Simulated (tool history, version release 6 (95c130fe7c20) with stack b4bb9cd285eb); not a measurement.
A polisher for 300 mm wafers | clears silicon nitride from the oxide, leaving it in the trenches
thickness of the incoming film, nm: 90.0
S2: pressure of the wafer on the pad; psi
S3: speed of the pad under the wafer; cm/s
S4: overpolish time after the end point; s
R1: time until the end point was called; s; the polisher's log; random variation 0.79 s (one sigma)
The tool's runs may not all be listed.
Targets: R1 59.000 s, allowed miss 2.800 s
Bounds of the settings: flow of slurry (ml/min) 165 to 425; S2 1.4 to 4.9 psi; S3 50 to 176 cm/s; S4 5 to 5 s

run 1 hour=0.0 | flow_of_slurry_(ml/min)=275 S2=3.1 S3=112 S4=5 | R1=73.155
run 2 hour=6.9 | flow_of_slurry_(ml/min)=275 S2=3.1 S3=112 S4=5 | R1=71.295
run 3 hour=13.3 | flow_of_slurry_(ml/min)=345 S2=3.1 S3=112 S4=5 | R1=71.538
run 4 hour=18.7 | flow_of_slurry_(ml/min)=345 S2=3.1 S3=112 S4=5 | R1=71.278
run 5 hour=19.7 | flow_of_slurry_(ml/min)=315 S2=3.1 S3=112 S4=5 | R1=72.497
run 6 hour=25.9 | flow_of_slurry_(ml/min)=315 S2=3.1 S3=100 S4=5 | R1=82.056
run 7 hour=26.9 | flow_of_slurry_(ml/min)=315 S2=3.4 S3=100 S4=5 | R1=74.515
run 8 hour=32.2 | flow_of_slurry_(ml/min)=315 S2=3.6 S3=100 S4=5 | R1=70.949
run 9 hour=35.7 | flow_of_slurry_(ml/min)=315 S2=3.8 S3=100 S4=5 | R1=67.857
run 10 hour=40.4 | flow_of_slurry_(ml/min)=315 S2=4.0 S3=100 S4=5 | R1=64.922
run 11 hour=46.4 | flow_of_slurry_(ml/min)=315 S2=4.1 S3=100 S4=5 | R1=63.438
run 12 hour=55.1 | flow_of_slurry_(ml/min)=315 S2=4.2 S3=100 S4=5 | R1=62.470

5 next moves are on the table. One of them brings every result within its allowed miss. Which?
run A hour=63.8 | flow_of_slurry_(ml/min)=300 S2=4.8 S3=108 S4=5 | R1=?
run B hour=63.8 | flow_of_slurry_(ml/min)=300 S2=4.5 S3=114 S4=5 | R1=?
run C hour=63.8 | flow_of_slurry_(ml/min)=340 S2=4.7 S3=106 S4=5 | R1=?
run D hour=63.8 | flow_of_slurry_(ml/min)=285 S2=4.4 S3=118 S4=5 | R1=?
run E hour=63.8 | flow_of_slurry_(ml/min)=320 S2=4.2 S3=106 S4=5 | R1=?

move=A R1=53.788
move=B R1=54.116
move=C R1=55.062
move=D R1=53.732
move=E R1=60.877
A: takes the result that was furthest off past its target
B: takes the result that was furthest off past its target
C: takes the result that was furthest off past its target
D: takes the result that was furthest off past its target
E: meets every target
The right move is E.
